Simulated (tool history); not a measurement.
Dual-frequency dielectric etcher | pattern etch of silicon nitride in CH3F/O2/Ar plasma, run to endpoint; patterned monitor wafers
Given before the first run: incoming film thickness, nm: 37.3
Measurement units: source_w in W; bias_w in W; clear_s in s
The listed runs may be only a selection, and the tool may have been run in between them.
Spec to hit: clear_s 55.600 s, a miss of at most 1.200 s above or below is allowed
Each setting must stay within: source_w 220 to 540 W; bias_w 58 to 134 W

Run 1, day 0.000: source_w 380 W, bias_w 96 W. Result: clear_s 50.238 s.
Run 2, day 0.158: source_w 360 W, bias_w 95 W. Result: clear_s 51.589 s.
Run 3, day 0.492: source_w 350 W, bias_w 94 W. Result: clear_s 52.247 s.
Run 4, day 0.512: source_w 350 W, bias_w 106 W. Result: clear_s 49.006 s.
Run 5, day 0.575: source_w 350 W, bias_w 95 W. Result: clear_s 52.140 s.
Run 6, day 0.692: source_w 350 W, bias_w 101 W. Result: clear_s 50.712 s.
Run 7, day 0.775: source_w 330 W, bias_w 100 W. Result: clear_s 52.923 s.
Run 8, day 0.925: source_w 320 W, bias_w 100 W. Result: clear_s 52.474 s.
Run 9, day 0.954: source_w 310 W, bias_w 100 W. Result: clear_s 53.846 s.
Run 10, day 1.108: source_w 300 W, bias_w 100 W. Result: clear_s 53.673 s.
Run 11, day 1.383: source_w 260 W, bias_w 97 W. Result: clear_s 58.246 s.

Which single option among these 4 for the next run brings every result within its allowed miss of target? Just one does.
Run A, day 1.658: source_w 260 W, bias_w 109 W. Result: clear_s ?.
Run B, day 1.658: source_w 280 W, bias_w 77 W. Result: clear_s ?.
Run C, day 1.658: source_w 220 W, bias_w 116 W. Result: clear_s ?.
Run D, day 1.658: source_w 240 W, bias_w 96 W. Result: clear_s ?.

move  clear_s
   A   55.933
   B   62.737
   C   58.729
   D   61.254
A: every result within its allowed miss
B: moves away from the targets compared with the last run
C: moves away from the targets compared with the last run
D: moves away from the targets compared with the last run
So the answer is move A, the one that meets all the targets.
